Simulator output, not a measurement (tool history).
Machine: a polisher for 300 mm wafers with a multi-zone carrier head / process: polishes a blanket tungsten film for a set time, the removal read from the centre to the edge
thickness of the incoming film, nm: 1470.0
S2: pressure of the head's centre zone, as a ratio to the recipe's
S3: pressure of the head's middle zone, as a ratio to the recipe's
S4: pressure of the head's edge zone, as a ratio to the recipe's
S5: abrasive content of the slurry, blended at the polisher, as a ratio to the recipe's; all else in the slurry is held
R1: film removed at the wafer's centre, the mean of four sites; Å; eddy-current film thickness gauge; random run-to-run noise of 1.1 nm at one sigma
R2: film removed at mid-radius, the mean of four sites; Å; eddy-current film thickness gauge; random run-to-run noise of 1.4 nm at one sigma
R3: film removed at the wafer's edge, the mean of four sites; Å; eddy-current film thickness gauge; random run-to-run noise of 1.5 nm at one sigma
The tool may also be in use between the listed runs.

run 1 day=0.000 | flow_of_slurry_(ml/min)=150 S2=1.00 S3=1.00 S4=1.00 S5=1.00 polishing_time_(s)=40 | R1=1002.7 R2=949.04 R3=972.14
run 2 day=0.358 | flow_of_slurry_(ml/min)=150 S2=1.00 S3=1.00 S4=1.00 S5=1.15 polishing_time_(s)=40 | R1=1041.1 R2=987.82 R3=1000.40
run 3 day=0.388 | flow_of_slurry_(ml/min)=150 S2=1.00 S3=1.00 S4=1.00 S5=1.15 polishing_time_(s)=49 | R1=1268.9 R2=1196.20 R3=1205.00
run 4 day=0.496 | flow_of_slurry_(ml/min)=155 S2=1.00 S3=1.00 S4=1.02 S5=1.20 polishing_time_(s)=50 | R1=1295.7 R2=1238.30 R3=1268.00
run 5 day=0.608 | flow_of_slurry_(ml/min)=130 S2=1.00 S3=1.00 S4=1.02 S5=1.20 polishing_time_(s)=50 | R1=1254.0 R2=1198.20 R3=1251.60
run 6 day=0.662 | flow_of_slurry_(ml/min)=135 S2=1.01 S3=1.00 S4=1.04 S5=1.25 polishing_time_(s)=50 | R1=1301.7 R2=1221.10 R3=1281.50
run 7 day=0.925 | flow_of_slurry_(ml/min)=140 S2=1.02 S3=1.00 S4=1.06 S5=1.30 polishing_time_(s)=50 | R1=1323.0 R2=1237.70 R3=1284.20
run 8 day=1.050 | flow_of_slurry_(ml/min)=140 S2=1.02 S3=0.99 S4=1.07 S5=1.35 polishing_time_(s)=51 | R1=1375.5 R2=1280.60 R3=1310.00
run 9 day=1.308 | flow_of_slurry_(ml/min)=140 S2=1.02 S3=0.99 S4=1.07 S5=1.35 polishing_time_(s)=51 | R1=1368.8 R2=1268.90 R3=1339.80

Run 10 is up next; what results do you expect?
run 10 day=1.671 | flow_of_slurry_(ml/min)=145 S2=1.02 S3=0.99 S4=1.08 S5=1.35 polishing_time_(s)=51 | R1=? R2=? R3=?

R1: 1392.9 Å
R2: 1302.70 Å
R3: 1331.60 Å
